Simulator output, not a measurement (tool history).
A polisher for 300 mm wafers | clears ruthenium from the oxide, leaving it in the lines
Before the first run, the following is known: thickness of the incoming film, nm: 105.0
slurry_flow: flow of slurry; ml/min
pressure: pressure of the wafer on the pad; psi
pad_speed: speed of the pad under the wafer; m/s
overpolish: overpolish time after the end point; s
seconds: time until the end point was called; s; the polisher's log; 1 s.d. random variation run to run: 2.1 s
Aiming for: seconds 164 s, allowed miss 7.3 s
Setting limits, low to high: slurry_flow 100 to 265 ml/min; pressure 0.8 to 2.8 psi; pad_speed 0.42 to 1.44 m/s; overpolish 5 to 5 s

run,day,slurry_flow,pressure,pad_speed,overpolish,seconds
1,0,170,1.8,0.92,5,103.1
2,0.179,170,1.8,1.02,5,94.254
3,0.3,170,2.1,1.02,5,81.007
4,0.479,170,1.9,1,5,91.12
5,0.533,170,1.9,0.84,5,106.05
6,0.729,170,1.5,0.84,5,133.17
7,0.804,170,1.4,0.84,5,147.64
8,1.067,170,1.3,0.84,5,156.84

5 candidate next runs follow, results not yet known. Just one meets every target within its allowed miss. Identify it.
A,1.329,195,1.6,0.72,5,?
B,1.329,175,1.3,0.92,5,?
C,1.329,175,1.4,0.72,5,?
D,1.329,160,1.5,0.76,5,?
E,1.329,220,1.7,0.66,5,?

move,seconds
A,144.56
B,141.44
C,166.93
D,150.32
E,145.97
A: misses by more than the last run did
B: misses by more than the last run did
C: in spec on every target
D: misses by more than the last run did
E: misses by more than the last run did
The move that meets every target is C.

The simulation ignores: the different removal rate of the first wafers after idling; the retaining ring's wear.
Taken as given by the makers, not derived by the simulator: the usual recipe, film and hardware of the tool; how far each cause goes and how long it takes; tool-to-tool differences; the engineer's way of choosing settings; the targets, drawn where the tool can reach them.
